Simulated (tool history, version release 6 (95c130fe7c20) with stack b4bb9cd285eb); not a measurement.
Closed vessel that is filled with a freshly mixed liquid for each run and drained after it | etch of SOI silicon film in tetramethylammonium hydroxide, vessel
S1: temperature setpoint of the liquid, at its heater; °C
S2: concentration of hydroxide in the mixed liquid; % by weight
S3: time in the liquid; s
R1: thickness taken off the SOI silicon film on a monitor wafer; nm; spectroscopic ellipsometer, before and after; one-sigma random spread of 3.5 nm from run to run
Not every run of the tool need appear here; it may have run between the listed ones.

run,hour,S1,S2,S3,R1
1,0.0,71.0,10.0,100,672.43
2,3.9,71.0,10.0,105,705.67
3,11.2,71.0,10.0,100,683.72
4,19.9,68.5,10.0,100,584.82
5,24.2,72.5,10.0,100,740.61
6,28.0,72.5,9.0,100,770.98

Run 7 has not been measured yet. What should we expect?
7,37.0,66.0,9.5,100,?

R1: 519.94 nm

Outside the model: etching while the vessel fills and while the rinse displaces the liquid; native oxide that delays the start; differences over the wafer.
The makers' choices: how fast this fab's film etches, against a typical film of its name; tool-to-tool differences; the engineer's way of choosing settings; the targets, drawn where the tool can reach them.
